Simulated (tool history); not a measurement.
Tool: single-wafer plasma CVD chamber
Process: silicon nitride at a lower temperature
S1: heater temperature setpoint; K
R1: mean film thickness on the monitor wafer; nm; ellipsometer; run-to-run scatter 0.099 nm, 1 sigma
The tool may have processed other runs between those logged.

{"run": 1, "hour": 0.0, "S1": 623.15, "chamber pressure (mTorr)": 1820, "RF power (W)": 325, "deposition time (s)": 13.1, "R1": 18.169}
{"run": 2, "hour": 5.4, "S1": 623.15, "chamber pressure (mTorr)": 2000, "RF power (W)": 325, "deposition time (s)": 13.1, "R1": 18.482}
{"run": 3, "hour": 13.7, "S1": 623.15, "chamber pressure (mTorr)": 2020, "RF power (W)": 330, "deposition time (s)": 13.1, "R1": 18.777}
{"run": 4, "hour": 18.8, "S1": 623.15, "chamber pressure (mTorr)": 2050, "RF power (W)": 330, "deposition time (s)": 13.1, "R1": 18.619}
{"run": 5, "hour": 23.9, "S1": 613.15, "chamber pressure (mTorr)": 2050, "RF power (W)": 330, "deposition time (s)": 13.1, "R1": 19.092}
{"run": 6, "hour": 28.5, "S1": 613.15, "chamber pressure (mTorr)": 2050, "RF power (W)": 330, "deposition time (s)": 12.5, "R1": 18.03}
{"run": 7, "hour": 29.4, "S1": 613.15, "chamber pressure (mTorr)": 2070, "RF power (W)": 335, "deposition time (s)": 12.5, "R1": 18.24}

Expected results for the next run?
{"run": 8, "hour": 37.1, "S1": 613.15, "chamber pressure (mTorr)": 2090, "RF power (W)": 340, "deposition time (s)": 12.5, "R1": "?"}

{"run 8": {"R1": 18.571}}
